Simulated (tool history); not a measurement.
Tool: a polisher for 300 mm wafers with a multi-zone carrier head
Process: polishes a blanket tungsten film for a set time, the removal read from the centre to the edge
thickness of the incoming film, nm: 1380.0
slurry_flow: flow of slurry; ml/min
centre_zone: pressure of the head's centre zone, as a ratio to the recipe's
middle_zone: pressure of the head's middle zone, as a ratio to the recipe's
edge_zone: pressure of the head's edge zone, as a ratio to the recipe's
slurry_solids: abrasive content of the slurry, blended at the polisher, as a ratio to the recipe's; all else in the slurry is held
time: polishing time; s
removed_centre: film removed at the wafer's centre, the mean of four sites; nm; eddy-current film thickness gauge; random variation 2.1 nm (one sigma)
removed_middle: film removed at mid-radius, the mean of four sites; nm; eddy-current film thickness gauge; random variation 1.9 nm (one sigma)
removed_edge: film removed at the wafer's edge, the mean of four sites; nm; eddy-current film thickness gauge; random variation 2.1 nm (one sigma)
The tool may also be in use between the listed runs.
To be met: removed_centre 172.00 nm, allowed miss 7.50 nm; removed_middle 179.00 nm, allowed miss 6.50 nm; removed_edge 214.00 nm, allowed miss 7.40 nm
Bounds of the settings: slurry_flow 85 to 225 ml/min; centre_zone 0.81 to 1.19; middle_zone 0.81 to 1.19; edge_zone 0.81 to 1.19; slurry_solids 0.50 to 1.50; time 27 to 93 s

run 1 hour=0.0 | slurry_flow=145 centre_zone=1.00 middle_zone=1.00 edge_zone=1.00 slurry_solids=1.00 time=59 | removed_centre=295.76 removed_middle=304.49 removed_edge=294.88
run 2 hour=2.3 | slurry_flow=130 centre_zone=1.00 middle_zone=1.00 edge_zone=1.00 slurry_solids=1.00 time=59 | removed_centre=289.06 removed_middle=294.34 removed_edge=290.39
run 3 hour=7.4 | slurry_flow=130 centre_zone=1.00 middle_zone=1.00 edge_zone=1.00 slurry_solids=0.80 time=59 | removed_centre=267.68 removed_middle=280.03 removed_edge=274.10
run 4 hour=10.8 | slurry_flow=130 centre_zone=1.00 middle_zone=1.00 edge_zone=1.00 slurry_solids=0.80 time=68 | removed_centre=313.98 removed_middle=317.28 removed_edge=312.02
run 5 hour=17.9 | slurry_flow=130 centre_zone=1.00 middle_zone=1.05 edge_zone=1.00 slurry_solids=0.80 time=68 | removed_centre=317.31 removed_middle=335.59 removed_edge=315.47
run 6 hour=20.7 | slurry_flow=130 centre_zone=1.00 middle_zone=1.05 edge_zone=1.00 slurry_solids=0.80 time=58 | removed_centre=269.67 removed_middle=284.05 removed_edge=270.56
run 7 hour=26.8 | slurry_flow=120 centre_zone=0.98 middle_zone=0.98 edge_zone=1.02 slurry_solids=0.70 time=55 | removed_centre=233.50 removed_middle=244.72 removed_edge=246.52
run 8 hour=30.3 | slurry_flow=110 centre_zone=0.96 middle_zone=0.93 edge_zone=1.05 slurry_solids=0.65 time=54 | removed_centre=213.47 removed_middle=221.13 removed_edge=234.78
run 9 hour=31.2 | slurry_flow=105 centre_zone=0.94 middle_zone=0.89 edge_zone=1.07 slurry_solids=0.60 time=54 | removed_centre=203.18 removed_middle=206.46 removed_edge=229.99
run 10 hour=37.9 | slurry_flow=100 centre_zone=0.92 middle_zone=0.87 edge_zone=1.08 slurry_solids=0.55 time=54 | removed_centre=186.19 removed_middle=197.56 removed_edge=218.32
run 11 hour=38.8 | slurry_flow=90 centre_zone=0.93 middle_zone=0.81 edge_zone=1.18 slurry_solids=0.55 time=53 | removed_centre=178.44 removed_middle=175.34 removed_edge=221.10
run 12 hour=44.5 | slurry_flow=90 centre_zone=0.92 middle_zone=0.82 edge_zone=1.17 slurry_solids=0.55 time=53 | removed_centre=183.27 removed_middle=177.51 removed_edge=219.96

5 next moves are on the table. One of them brings every result within its allowed miss. Which?
run A hour=50.2 | slurry_flow=105 centre_zone=1.03 middle_zone=0.81 edge_zone=1.19 slurry_solids=0.50 time=52 | removed_centre=? removed_middle=? removed_edge=?
run B hour=50.2 | slurry_flow=90 centre_zone=1.08 middle_zone=0.81 edge_zone=1.12 slurry_solids=0.65 time=50 | removed_centre=? removed_middle=? removed_edge=?
run C hour=50.2 | slurry_flow=120 centre_zone=0.87 middle_zone=0.83 edge_zone=1.16 slurry_solids=0.65 time=46 | removed_centre=? removed_middle=? removed_edge=?
run D hour=50.2 | slurry_flow=85 centre_zone=0.90 middle_zone=0.81 edge_zone=1.19 slurry_solids=0.50 time=56 | removed_centre=? removed_middle=? removed_edge=?
run E hour=50.2 | slurry_flow=140 centre_zone=0.94 middle_zone=0.81 edge_zone=1.09 slurry_solids=0.50 time=49 | removed_centre=? removed_middle=? removed_edge=?

move=A removed_centre=208.96 removed_middle=176.86 removed_edge=223.23
move=B removed_centre=211.19 removed_middle=171.81 removed_edge=215.08
move=C removed_centre=174.02 removed_middle=176.56 removed_edge=214.01
move=D removed_centre=179.65 removed_middle=176.44 removed_edge=228.42
move=E removed_centre=196.19 removed_middle=180.25 removed_edge=213.81
A: further off than the last run
B: further off than the last run
C: meets every target
D: further off than the last run
E: further off than the last run
The right move is C.

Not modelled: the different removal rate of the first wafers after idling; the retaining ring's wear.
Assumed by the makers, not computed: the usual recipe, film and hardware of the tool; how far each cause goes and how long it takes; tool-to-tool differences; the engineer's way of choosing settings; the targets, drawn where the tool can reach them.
